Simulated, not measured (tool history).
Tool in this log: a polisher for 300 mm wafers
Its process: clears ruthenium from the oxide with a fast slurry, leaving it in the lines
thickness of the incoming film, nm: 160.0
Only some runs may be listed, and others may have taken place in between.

| run | hour | flow of slurry (ml/min) | pressure of the wafer on the pad (kPa) | speed of the pad under the wafer (m/s) | abrasive content of the slurry | overpolish time after the end point (s) | time until the end point was called (s) | dishing of a wide line in a test structure (angstrom) |
|---|---|---|---|---|---|---|---|---|
| 1 | 0.0 | 140 | 15.9 | 0.96 | 1.0 | 26 | 52.823 | 497.83 |
| 2 | 8.1 | 140 | 15.9 | 0.96 | 1.1 | 26 | 50.719 | 525.47 |
| 3 | 13.2 | 140 | 15.9 | 0.96 | 1.3 | 26 | 47.445 | 550.10 |
| 4 | 15.9 | 140 | 15.9 | 0.96 | 1.3 | 30 | 44.966 | 599.23 |
|  | 18.3 | worn pad replaced by a new one |
| 5 | 18.3 | 140 | 15.9 | 0.96 | 1.3 | 34 | 43.217 | 678.30 |
| 6 | 20.4 | 140 | 15.2 | 0.96 | 1.3 | 32 | 43.477 | 652.80 |
| 7 | 24.9 | 140 | 15.9 | 0.92 | 1.3 | 30 | 42.525 | 627.34 |
| 8 | 33.7 | 140 | 15.2 | 0.92 | 1.3 | 28 | 44.720 | 577.91 |
| 9 | 34.4 | 145 | 11.0 | 0.86 | 1.3 | 15 | 65.075 | 264.58 |

Run 10 has not been measured yet. What should we expect?
| 10 | 37.6 | 145 | 11.0 | 0.86 | 1.3 | 16 | ? | ? |

time until the end point was called (s): 63.595
dishing of a wide line in a test structure (angstrom): 282.39
